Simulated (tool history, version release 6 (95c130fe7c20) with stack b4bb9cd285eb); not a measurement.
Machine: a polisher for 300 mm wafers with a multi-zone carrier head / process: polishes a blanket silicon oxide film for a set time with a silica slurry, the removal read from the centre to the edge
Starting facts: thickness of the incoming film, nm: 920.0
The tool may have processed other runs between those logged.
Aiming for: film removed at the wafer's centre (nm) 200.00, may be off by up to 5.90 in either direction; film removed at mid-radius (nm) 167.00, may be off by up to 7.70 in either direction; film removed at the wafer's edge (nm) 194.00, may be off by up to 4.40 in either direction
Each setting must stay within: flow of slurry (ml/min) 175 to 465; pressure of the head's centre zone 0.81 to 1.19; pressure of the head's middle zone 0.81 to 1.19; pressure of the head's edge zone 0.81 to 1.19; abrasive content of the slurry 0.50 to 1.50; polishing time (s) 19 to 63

| run | hour | flow of slurry (ml/min) | pressure of the head's centre zone | pressure of the head's middle zone | pressure of the head's edge zone | abrasive content of the slurry | polishing time (s) | film removed at the wafer's centre (nm) | film removed at mid-radius (nm) | film removed at the wafer's edge (nm) |
|---|---|---|---|---|---|---|---|---|---|---|
| 1 | 0.0 | 295 | 1.00 | 1.00 | 1.00 | 1.00 | 41 | 127.34 | 130.47 | 131.71 |
| 2 | 1.7 | 295 | 1.00 | 1.00 | 1.00 | 1.00 | 51 | 158.54 | 159.43 | 162.66 |
| 3 | 4.8 | 295 | 0.91 | 1.00 | 1.00 | 1.00 | 51 | 143.68 | 161.21 | 163.05 |
| 4 | 10.1 | 295 | 0.88 | 1.00 | 1.00 | 1.00 | 51 | 138.94 | 162.53 | 161.24 |
| 5 | 11.1 | 295 | 0.88 | 1.00 | 1.00 | 1.15 | 51 | 145.31 | 170.37 | 170.29 |
| 6 | 17.7 | 295 | 0.88 | 1.05 | 1.00 | 1.15 | 51 | 146.19 | 176.30 | 170.90 |
| 7 | 19.3 | 300 | 0.91 | 1.04 | 1.01 | 1.15 | 51 | 152.18 | 175.07 | 171.31 |
| 8 | 22.3 | 305 | 0.93 | 1.03 | 1.03 | 1.15 | 51 | 154.47 | 169.63 | 171.24 |
| 9 | 30.0 | 305 | 0.94 | 1.02 | 1.04 | 1.20 | 51 | 157.82 | 171.50 | 175.71 |
| 10 | 30.9 | 305 | 0.96 | 1.01 | 1.05 | 1.20 | 51 | 161.79 | 174.60 | 175.97 |
| 11 | 37.2 | 310 | 0.98 | 0.99 | 1.06 | 1.20 | 51 | 165.81 | 172.46 | 178.47 |
| 12 | 38.2 | 315 | 1.00 | 0.98 | 1.07 | 1.20 | 51 | 167.34 | 166.48 | 179.20 |
| 13 | 44.7 | 355 | 1.10 | 1.01 | 1.15 | 1.30 | 51 | 193.88 | 180.22 | 190.47 |
| 14 | 47.1 | 355 | 1.10 | 1.01 | 1.15 | 1.30 | 51 | 195.86 | 179.80 | 190.72 |
| 15 | 52.8 | 355 | 1.10 | 1.00 | 1.15 | 1.30 | 51 | 196.64 | 182.30 | 192.83 |
| 16 | 55.2 | 355 | 1.10 | 0.99 | 1.15 | 1.30 | 51 | 196.44 | 180.82 | 191.70 |
| 17 | 55.8 | 355 | 1.10 | 0.98 | 1.15 | 1.30 | 51 | 195.55 | 175.80 | 193.27 |

Exercise: of the 5 proposed moves below, exactly one satisfies all targets within the stated allowed misses. Which move is it?
| A | 56.4 | 375 | 1.10 | 1.05 | 1.13 | 1.50 | 47 | ? | ? | ? |
| B | 56.4 | 295 | 1.11 | 0.90 | 1.12 | 1.10 | 56 | ? | ? | ? |
| C | 56.4 | 365 | 1.11 | 1.01 | 1.14 | 1.30 | 52 | ? | ? | ? |
| D | 56.4 | 330 | 1.05 | 0.99 | 1.09 | 1.20 | 55 | ? | ? | ? |
| E | 56.4 | 360 | 1.09 | 0.94 | 1.19 | 1.35 | 50 | ? | ? | ? |

| move | film removed at the wafer's centre (nm) | film removed at mid-radius (nm) | film removed at the wafer's edge (nm) |
|---|---|---|---|
| A | 190.10 | 184.38 | 183.83 |
| B | 200.29 | 169.63 | 192.99 |
| C | 201.67 | 187.63 | 194.35 |
| D | 194.27 | 188.19 | 194.43 |
| E | 192.58 | 171.90 | 193.35 |
A: its largest miss is bigger than the last run's
B: in spec on every target
C: its largest miss is bigger than the last run's
D: its largest miss is bigger than the last run's
E: brings the last run's worst result on target, with another outside its allowed miss
Answer: B
